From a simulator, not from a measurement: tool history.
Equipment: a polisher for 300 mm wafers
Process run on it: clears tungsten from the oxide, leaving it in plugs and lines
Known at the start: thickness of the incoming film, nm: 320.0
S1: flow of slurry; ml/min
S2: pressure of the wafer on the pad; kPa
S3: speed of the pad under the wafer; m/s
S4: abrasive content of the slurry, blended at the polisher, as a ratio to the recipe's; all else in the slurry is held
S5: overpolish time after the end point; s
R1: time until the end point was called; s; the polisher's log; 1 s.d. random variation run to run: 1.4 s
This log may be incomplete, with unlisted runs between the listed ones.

run  hour   S1    S2    S3   S4  S5       R1
  1   0.0  150  16.5  1.08  1.0  25  101.280
  2   2.8  170  16.5  1.08  1.0  25   99.495
  3  10.2  170  16.5  1.08  1.1  25   97.236
  4  16.0  170  16.5  1.08  1.1  27   98.039
  5  20.3  170  14.5  1.08  1.1  27  110.030
  6  25.9  165  12.4  1.08  1.1  27  129.140
  7  32.0  155  11.7  1.08  1.1  27  139.270
  8  39.1  145  11.7  1.08  1.1  27  140.240

Run 9 comes next. What will it give?
  9  43.0  135  11.7  1.08  1.1  27   ?

R1: 139.400 s
